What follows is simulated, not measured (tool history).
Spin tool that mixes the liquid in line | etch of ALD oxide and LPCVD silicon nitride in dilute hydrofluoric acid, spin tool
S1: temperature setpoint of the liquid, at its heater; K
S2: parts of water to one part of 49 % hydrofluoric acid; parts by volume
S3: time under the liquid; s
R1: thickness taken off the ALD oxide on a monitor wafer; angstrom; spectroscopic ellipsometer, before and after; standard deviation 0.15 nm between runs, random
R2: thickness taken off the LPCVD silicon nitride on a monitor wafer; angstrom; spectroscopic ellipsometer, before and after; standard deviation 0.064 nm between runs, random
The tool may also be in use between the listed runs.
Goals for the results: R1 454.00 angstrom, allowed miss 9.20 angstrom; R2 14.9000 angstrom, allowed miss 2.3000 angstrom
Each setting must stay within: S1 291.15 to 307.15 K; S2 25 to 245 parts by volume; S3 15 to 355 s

| run | hour | S1 | S2 | S3 | R1 | R2 |
|---|---|---|---|---|---|---|
| 1 | 0.0 | 299.15 | 135 | 180 | 195.44 | 7.9027 |
| 2 | 4.8 | 300.65 | 110 | 180 | 259.92 | 10.0410 |
| 3 | 6.2 | 299.15 | 110 | 180 | 246.73 | 9.5012 |
| 4 | 7.2 | 296.15 | 110 | 180 | 219.53 | 7.6138 |
| 5 | 11.7 | 296.15 | 110 | 225 | 275.06 | 9.7705 |
| 6 | 20.0 | 298.65 | 100 | 220 | 330.02 | 12.6520 |
| 7 | 27.1 | 300.15 | 95 | 215 | 363.12 | 14.6790 |
| 8 | 30.5 | 300.15 | 95 | 215 | 361.89 | 14.7290 |
| 9 | 36.3 | 300.65 | 90 | 210 | 384.71 | 14.2420 |
| 10 | 41.1 | 301.65 | 85 | 205 | 413.07 | 17.4360 |
| 11 | 42.8 | 301.65 | 80 | 205 | 446.74 | 18.3000 |
| 12 | 48.8 | 301.15 | 75 | 205 | 464.31 | 17.9530 |
| 13 | 54.4 | 298.15 | 65 | 200 | 473.65 | 16.5720 |
| 14 | 62.2 | 297.65 | 65 | 200 | 464.34 | 17.1110 |

Which single option among these 4 for the next run brings every result within its allowed miss of target? Just one does.
| A | 70.0 | 297.65 | 50 | 140 | ? | ? |
| B | 70.0 | 293.15 | 65 | 235 | ? | ? |
| C | 70.0 | 297.15 | 65 | 190 | ? | ? |
| D | 70.0 | 307.15 | 125 | 270 | ? | ? |

| move | R1 | R2 |
|---|---|---|
| A | 430.39 | 15.5590 |
| B | 452.43 | 14.8740 |
| C | 431.59 | 15.7840 |
| D | 428.95 | 21.9890 |
A: takes the result that was furthest off past its target
B: every result within its allowed miss
C: takes the result that was furthest off past its target
D: takes the result that was furthest off past its target
Answer: B
